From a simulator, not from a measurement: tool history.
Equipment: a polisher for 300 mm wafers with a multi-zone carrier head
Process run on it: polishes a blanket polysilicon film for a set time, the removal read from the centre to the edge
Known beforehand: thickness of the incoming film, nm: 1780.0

run	hour	flow of slurry (ml/min)	pressure of the head's centre zone	pressure of the head's middle zone	pressure of the head's edge zone	polishing time (s)	film removed at the wafer's centre (Å)	film removed at mid-radius (Å)	film removed at the wafer's edge (Å)
1	0	230	1	1	1	38	2036.6	2065.6	2088.8
2	3	230	0.94	1	1	38	1960	2071.8	2082.7
3	5.4	250	1.01	1.03	1.02	39	2189	2245.2	2156.5
4	11	250	1.01	1.03	0.98	39	2165.5	2221.6	2151.7
5	15.8	265	1.03	1.03	1	40	2349.2	2276.1	2256.1
6	19.2	265	1.03	1.03	1	45	2612	2550.8	2509.5
7	25.1	265	1.04	1.04	0.98	45	2621.6	2610.6	2482
8	32.5	265	1.04	1.04	0.98	45	2575	2603	2478.4

Run 9, settings as shown, results not yet in. Your forecast:
9	33.4	265	1.06	1.04	0.97	45	?	?	?

Run 9 produced film removed at the wafer's centre (Å) 2663.4, film removed at mid-radius (Å) 2565.1, film removed at the wafer's edge (Å) 2488.6.

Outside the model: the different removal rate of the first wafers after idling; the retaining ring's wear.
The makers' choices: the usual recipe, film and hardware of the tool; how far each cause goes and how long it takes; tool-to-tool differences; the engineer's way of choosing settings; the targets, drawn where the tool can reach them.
